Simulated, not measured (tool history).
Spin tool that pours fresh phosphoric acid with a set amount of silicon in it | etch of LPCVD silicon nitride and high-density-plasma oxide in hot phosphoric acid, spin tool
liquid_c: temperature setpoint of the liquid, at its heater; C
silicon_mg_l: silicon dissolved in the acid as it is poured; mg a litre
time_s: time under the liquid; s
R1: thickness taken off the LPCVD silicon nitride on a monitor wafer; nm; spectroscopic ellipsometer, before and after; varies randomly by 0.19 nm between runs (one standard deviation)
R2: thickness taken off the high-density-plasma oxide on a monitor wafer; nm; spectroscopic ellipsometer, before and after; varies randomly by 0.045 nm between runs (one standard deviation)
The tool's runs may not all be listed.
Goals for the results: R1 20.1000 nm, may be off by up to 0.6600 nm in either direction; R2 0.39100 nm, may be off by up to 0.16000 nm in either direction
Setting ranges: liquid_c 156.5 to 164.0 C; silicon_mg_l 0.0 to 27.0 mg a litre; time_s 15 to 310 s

run 1 hour=0.0 | liquid_c=159.0 silicon_mg_l=12.0 time_s=160 | R1=13.0570 R2=0.24893
run 2 hour=4.0 | liquid_c=159.0 silicon_mg_l=18.5 time_s=160 | R1=12.8660 R2=0.22826
run 3 hour=8.2 | liquid_c=160.0 silicon_mg_l=18.5 time_s=160 | R1=13.3200 R2=0.28074
run 4 hour=17.1 | liquid_c=160.0 silicon_mg_l=18.5 time_s=110 | R1=9.3058 R2=0.19541
run 5 hour=22.5 | liquid_c=160.0 silicon_mg_l=25.0 time_s=110 | R1=9.1534 R2=0.15734
run 6 hour=23.9 | liquid_c=160.0 silicon_mg_l=25.0 time_s=130 | R1=10.9530 R2=0.17309
run 7 hour=32.6 | liquid_c=160.5 silicon_mg_l=25.0 time_s=145 | R1=12.3090 R2=0.20557
run 8 hour=40.2 | liquid_c=161.0 silicon_mg_l=25.0 time_s=155 | R1=13.2730 R2=0.19600
run 9 hour=45.2 | liquid_c=161.5 silicon_mg_l=23.0 time_s=165 | R1=14.5630 R2=0.32594
run 10 hour=46.3 | liquid_c=161.5 silicon_mg_l=23.5 time_s=175 | R1=15.3790 R2=0.23254
run 11 hour=54.3 | liquid_c=161.5 silicon_mg_l=23.5 time_s=175 | R1=15.4510 R2=0.24515
run 12 hour=60.7 | liquid_c=162.0 silicon_mg_l=22.5 time_s=180 | R1=16.0840 R2=0.35250
run 13 hour=63.2 | liquid_c=162.0 silicon_mg_l=23.0 time_s=185 | R1=16.6410 R2=0.36401

Next run, 5 choices. One meets every target within its allowed miss, the rest don't. Which?
run A hour=65.7 | liquid_c=161.5 silicon_mg_l=22.0 time_s=240 | R1=? R2=?
run B hour=65.7 | liquid_c=161.5 silicon_mg_l=22.5 time_s=210 | R1=? R2=?
run C hour=65.7 | liquid_c=163.0 silicon_mg_l=23.0 time_s=205 | R1=? R2=?
run D hour=65.7 | liquid_c=162.5 silicon_mg_l=20.0 time_s=200 | R1=? R2=?
run E hour=65.7 | liquid_c=161.0 silicon_mg_l=22.5 time_s=235 | R1=? R2=?

move=A R1=21.3080 R2=0.38354
move=B R1=18.6450 R2=0.33052
move=C R1=19.1310 R2=0.35462
move=D R1=18.3580 R2=0.36482
move=E R1=20.5190 R2=0.35649
A: carries the result that was furthest off beyond its target, to the other side
B: closer than the last run, but not yet in spec
C: closer than the last run, but not yet in spec
D: closer than the last run, but not yet in spec
E: all results in spec
Move E is the one to make.
